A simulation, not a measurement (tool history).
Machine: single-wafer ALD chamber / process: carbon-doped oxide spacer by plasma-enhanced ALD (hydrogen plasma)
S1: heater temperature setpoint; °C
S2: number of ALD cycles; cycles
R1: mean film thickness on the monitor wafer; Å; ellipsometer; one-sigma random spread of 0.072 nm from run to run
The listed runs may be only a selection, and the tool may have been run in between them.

run 1 hour=0.0 | S1=390 S2=402 | R1=196.86
run 2 hour=7.8 | S1=390 S2=442 | R1=216.10
run 3 hour=16.7 | S1=390 S2=409 | R1=199.63
run 4 hour=25.2 | S1=384 S2=409 | R1=199.70
run 5 hour=28.6 | S1=384 S2=387 | R1=188.52
run 6 hour=30.2 | S1=375 S2=387 | R1=188.18
run 7 hour=32.2 | S1=375 S2=367 | R1=179.19
run 8 hour=38.7 | S1=375 S2=352 | R1=171.11
run 9 hour=47.6 | S1=375 S2=342 | R1=166.70

What will run 10 give?
run 10 hour=57.0 | S1=375 S2=334 | R1=?

For run 10 the tool returned R1 163.24 Å.
